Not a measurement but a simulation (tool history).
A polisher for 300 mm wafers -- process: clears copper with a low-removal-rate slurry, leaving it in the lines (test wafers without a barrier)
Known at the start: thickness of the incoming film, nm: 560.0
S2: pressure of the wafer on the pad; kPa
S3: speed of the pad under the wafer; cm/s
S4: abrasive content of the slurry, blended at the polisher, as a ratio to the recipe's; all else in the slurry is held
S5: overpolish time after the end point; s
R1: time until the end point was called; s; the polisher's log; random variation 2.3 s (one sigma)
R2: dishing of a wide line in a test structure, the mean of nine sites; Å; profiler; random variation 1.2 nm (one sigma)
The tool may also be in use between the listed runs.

Run 1, hour 0.0: flow of slurry (ml/min) 240, S2 27.6 kPa, S3 122 cm/s, S4 1.0, S5 26 s. Result: R1 109.42 s, R2 754.85 Å.
Run 2, hour 0.8: flow of slurry (ml/min) 240, S2 25.5 kPa, S3 120 cm/s, S4 1.0, S5 29 s. Result: R1 120.01 s, R2 787.49 Å.
Run 3, hour 1.6: flow of slurry (ml/min) 240, S2 23.4 kPa, S3 120 cm/s, S4 1.0, S5 31 s. Result: R1 128.32 s, R2 753.07 Å.
Run 4, hour 6.9: flow of slurry (ml/min) 240, S2 22.1 kPa, S3 118 cm/s, S4 1.0, S5 33 s. Result: R1 139.20 s, R2 722.58 Å.
Run 5, hour 11.0: flow of slurry (ml/min) 240, S2 22.1 kPa, S3 118 cm/s, S4 1.1, S5 33 s. Result: R1 136.50 s, R2 757.87 Å.
Run 6, hour 12.5: flow of slurry (ml/min) 245, S2 20.7 kPa, S3 116 cm/s, S4 1.1, S5 35 s. Result: R1 143.91 s, R2 759.86 Å.

Run 7 comes next. What will it give?
Run 7, hour 18.1: flow of slurry (ml/min) 245, S2 19.3 kPa, S3 116 cm/s, S4 1.1, S5 37 s. Result: R1 ?, R2 ?.

Run 7 gave R1 159.34 s, R2 736.90 Å.
